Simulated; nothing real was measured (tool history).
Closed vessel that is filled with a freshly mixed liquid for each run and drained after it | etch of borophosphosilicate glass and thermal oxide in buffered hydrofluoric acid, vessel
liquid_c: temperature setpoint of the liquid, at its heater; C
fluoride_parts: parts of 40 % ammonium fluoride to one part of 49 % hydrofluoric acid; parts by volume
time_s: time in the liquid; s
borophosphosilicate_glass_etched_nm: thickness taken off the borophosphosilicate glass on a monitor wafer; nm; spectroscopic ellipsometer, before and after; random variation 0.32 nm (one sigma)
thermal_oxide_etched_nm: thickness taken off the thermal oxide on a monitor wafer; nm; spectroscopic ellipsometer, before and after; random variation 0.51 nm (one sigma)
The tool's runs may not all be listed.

run	hour	liquid_c	fluoride_parts	time_s	borophosphosilicate_glass_etched_nm	thermal_oxide_etched_nm
1	0	22	22	60	35.405	33.264
2	8.2	22	27.5	60	30.254	28.035
3	17.5	20	27.5	60	27.035	25.154
4	18.6	21	27	60	29.235	27.032
5	22	22	26.5	60	31.117	29.559
6	24	22	26.5	75	39.017	36.724
7	31	22.5	26.5	75	40.018	38.444
8	39.8	23	26	75	41.528	39.373
9	40.6	23.5	26	75	43.165	40.575
10	44.3	24	26	75	44.213	41.724
11	51.6	24.5	26	75	45.11	42.982
12	55.3	25	26	75	46.471	43.033
13	59.2	26.5	24.5	75	52.613	48.713

The next listed run, before its measurement:
14	60.3	28	24.5	75	?	?

Run 14 gave borophosphosilicate_glass_etched_nm 56.977 nm, thermal_oxide_etched_nm 52.736 nm.

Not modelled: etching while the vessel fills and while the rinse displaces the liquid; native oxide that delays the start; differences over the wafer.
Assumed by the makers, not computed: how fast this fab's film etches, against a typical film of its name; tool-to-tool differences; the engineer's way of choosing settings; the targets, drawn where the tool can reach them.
